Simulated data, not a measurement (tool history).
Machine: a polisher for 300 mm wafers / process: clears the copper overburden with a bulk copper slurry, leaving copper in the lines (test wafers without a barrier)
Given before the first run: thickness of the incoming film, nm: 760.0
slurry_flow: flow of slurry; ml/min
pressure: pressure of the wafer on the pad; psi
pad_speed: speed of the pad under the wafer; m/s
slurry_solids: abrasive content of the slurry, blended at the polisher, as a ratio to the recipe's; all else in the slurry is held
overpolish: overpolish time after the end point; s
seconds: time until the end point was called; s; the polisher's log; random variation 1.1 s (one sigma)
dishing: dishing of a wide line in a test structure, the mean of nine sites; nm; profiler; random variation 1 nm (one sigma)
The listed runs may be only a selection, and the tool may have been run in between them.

Run 1, hour 0: slurry_flow 190 ml/min, pressure 2.6 psi, pad_speed 1.4 m/s, slurry_solids 1, overpolish 24 s. Result: seconds 57.464 s, dishing 104.28 nm.
Run 2, hour 6.6: slurry_flow 155 ml/min, pressure 2.6 psi, pad_speed 1.4 m/s, slurry_solids 1, overpolish 24 s. Result: seconds 61.58 s, dishing 104.03 nm.
Run 3, hour 10.3: slurry_flow 155 ml/min, pressure 2.6 psi, pad_speed 1.4 m/s, slurry_solids 1.1, overpolish 24 s. Result: seconds 59.571 s, dishing 104.85 nm.
Run 4, hour 14.6: slurry_flow 180 ml/min, pressure 2.3 psi, pad_speed 1.44 m/s, slurry_solids 1.2, overpolish 21 s. Result: seconds 62.334 s, dishing 94.443 nm.
Run 5, hour 22.8: slurry_flow 180 ml/min, pressure 2.8 psi, pad_speed 1.44 m/s, slurry_solids 1.2, overpolish 21 s. Result: seconds 50.33 s, dishing 106.29 nm.
Run 6, hour 23.8: slurry_flow 180 ml/min, pressure 2.8 psi, pad_speed 1.28 m/s, slurry_solids 1.2, overpolish 21 s. Result: seconds 55.002 s, dishing 105.17 nm.
Run 7, hour 32.6: slurry_flow 200 ml/min, pressure 2.5 psi, pad_speed 1.44 m/s, slurry_solids 1.1, overpolish 18 s. Result: seconds 59.266 s, dishing 91.352 nm.

What will run 8 give?
Run 8, hour 36.8: slurry_flow 250 ml/min, pressure 1.8 psi, pad_speed 1.82 m/s, slurry_solids 1.15, overpolish 7 s. Result: seconds ?, dishing ?.

Run 8 gave seconds 63.338 s, dishing 46.644 nm.

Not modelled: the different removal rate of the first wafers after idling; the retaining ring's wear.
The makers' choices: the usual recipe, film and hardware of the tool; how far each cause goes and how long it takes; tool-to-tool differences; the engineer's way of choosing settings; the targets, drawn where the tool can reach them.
